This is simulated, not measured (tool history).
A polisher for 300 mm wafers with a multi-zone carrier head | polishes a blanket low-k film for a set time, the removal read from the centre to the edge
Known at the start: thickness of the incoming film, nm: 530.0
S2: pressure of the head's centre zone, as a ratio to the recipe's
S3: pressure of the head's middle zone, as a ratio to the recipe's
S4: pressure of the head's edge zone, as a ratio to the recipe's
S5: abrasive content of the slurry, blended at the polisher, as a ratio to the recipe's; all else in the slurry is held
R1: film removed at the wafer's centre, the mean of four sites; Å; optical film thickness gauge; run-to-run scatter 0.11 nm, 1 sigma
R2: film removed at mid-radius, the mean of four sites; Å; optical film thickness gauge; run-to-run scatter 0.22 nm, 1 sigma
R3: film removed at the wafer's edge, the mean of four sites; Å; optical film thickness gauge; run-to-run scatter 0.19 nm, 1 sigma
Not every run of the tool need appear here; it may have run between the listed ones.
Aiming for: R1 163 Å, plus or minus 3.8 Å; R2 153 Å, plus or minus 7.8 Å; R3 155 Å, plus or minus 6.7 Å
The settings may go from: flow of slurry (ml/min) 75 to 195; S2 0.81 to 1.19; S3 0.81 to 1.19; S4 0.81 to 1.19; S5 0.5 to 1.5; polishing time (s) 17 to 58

Run 1, hour 0: flow of slurry (ml/min) 125, S2 1, S3 1, S4 1, S5 1, polishing time (s) 37. Result: R1 113.63 Å, R2 111.94 Å, R3 115.09 Å.
Run 2, hour 5.7: flow of slurry (ml/min) 125, S2 1, S3 1, S4 1, S5 1.1, polishing time (s) 37. Result: R1 120.97 Å, R2 119.03 Å, R3 121.58 Å.
Run 3, hour 12.3: flow of slurry (ml/min) 125, S2 1, S3 1, S4 1.07, S5 1.1, polishing time (s) 37. Result: R1 120.71 Å, R2 121.1 Å, R3 129.43 Å.
Run 4, hour 15.8: flow of slurry (ml/min) 125, S2 1, S3 1, S4 1.07, S5 1.1, polishing time (s) 33. Result: R1 107.47 Å, R2 107.74 Å, R3 109.58 Å.
Run 5, hour 21.7: flow of slurry (ml/min) 130, S2 1.02, S3 1.01, S4 1.09, S5 1.2, polishing time (s) 33. Result: R1 114.13 Å, R2 114.23 Å, R3 118.25 Å.
Run 6, hour 30.7: flow of slurry (ml/min) 130, S2 1.02, S3 1.01, S4 1.17, S5 1.2, polishing time (s) 33. Result: R1 114.23 Å, R2 111.52 Å, R3 121.61 Å.
Run 7, hour 36: flow of slurry (ml/min) 140, S2 1.04, S3 1.02, S4 1.17, S5 1.25, polishing time (s) 33. Result: R1 119.6 Å, R2 117.78 Å, R3 125.73 Å.
Run 8, hour 42.6: flow of slurry (ml/min) 145, S2 1.06, S3 1.03, S4 1.17, S5 1.3, polishing time (s) 33. Result: R1 126.1 Å, R2 121.49 Å, R3 126.91 Å.
Run 9, hour 45.1: flow of slurry (ml/min) 150, S2 1.07, S3 1.03, S4 1.17, S5 1.35, polishing time (s) 34. Result: R1 133.79 Å, R2 128.87 Å, R3 133.41 Å.
Run 10, hour 49.5: flow of slurry (ml/min) 155, S2 1.08, S3 1.03, S4 1.17, S5 1.4, polishing time (s) 35. Result: R1 140.73 Å, R2 132.26 Å, R3 142.4 Å.
Run 11, hour 54.9: flow of slurry (ml/min) 160, S2 1.09, S3 1.04, S4 1.17, S5 1.4, polishing time (s) 35. Result: R1 143.6 Å, R2 133.84 Å, R3 140.43 Å.

Of the 4 settings listed for the next run, only one would bring every result within its allowed miss of target. Which one?
Run A, hour 60.3: flow of slurry (ml/min) 175, S2 1.16, S3 1.07, S4 1.12, S5 1.25, polishing time (s) 41. Result: R1 ?, R2 ?, R3 ?.
Run B, hour 60.3: flow of slurry (ml/min) 185, S2 1.18, S3 1.17, S4 1.08, S5 1.45, polishing time (s) 35. Result: R1 ?, R2 ?, R3 ?.
Run C, hour 60.3: flow of slurry (ml/min) 155, S2 1.19, S3 1.07, S4 1.12, S5 1.5, polishing time (s) 35. Result: R1 ?, R2 ?, R3 ?.
Run D, hour 60.3: flow of slurry (ml/min) 195, S2 1.05, S3 0.99, S4 1.01, S5 1.3, polishing time (s) 41. Result: R1 ?, R2 ?, R3 ?.

move      R1      R2      R3
   A   173.3  155.52  157.15
   B  162.13  152.25  142.03
   C  161.54  141.54  143.68
   D  162.01  152.14  156.08
A: pushes the last run's worst result past its target
B: brings the last run's worst result on target, with another outside its allowed miss
C: brings the last run's worst result on target, with another outside its allowed miss
D: meets every target
Correct choice: D, which meets every target

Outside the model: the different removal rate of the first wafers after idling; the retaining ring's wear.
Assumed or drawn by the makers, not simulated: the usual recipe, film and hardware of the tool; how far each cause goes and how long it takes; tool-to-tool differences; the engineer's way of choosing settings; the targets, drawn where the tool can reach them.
